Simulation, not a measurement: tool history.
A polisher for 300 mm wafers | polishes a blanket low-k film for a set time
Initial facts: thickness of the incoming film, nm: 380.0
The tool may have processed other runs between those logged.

run,hour,flow of slurry (ml/min),pressure of the wafer on the pad (kPa),speed of the pad under the wafer (cm/s),abrasive content of the slurry,polishing time (s),film removed (nm)
1,0,320,17.2,128,1,44,25.429
2,9,320,13.8,128,1,44,21.07
3,17.2,320,13.8,128,1,46,21.731
4,25,320,13.8,140,1,46,23.219
5,26.8,320,13.8,140,1,44,22.587
6,28.5,320,13.1,138,1,44,21.617
7,32.5,320,12.4,136,1,44,20.248

Predict the results of run 8:
8,40.9,320,11.7,134,1,44,?

{"run 8": {"film removed (nm)": 19.331}}

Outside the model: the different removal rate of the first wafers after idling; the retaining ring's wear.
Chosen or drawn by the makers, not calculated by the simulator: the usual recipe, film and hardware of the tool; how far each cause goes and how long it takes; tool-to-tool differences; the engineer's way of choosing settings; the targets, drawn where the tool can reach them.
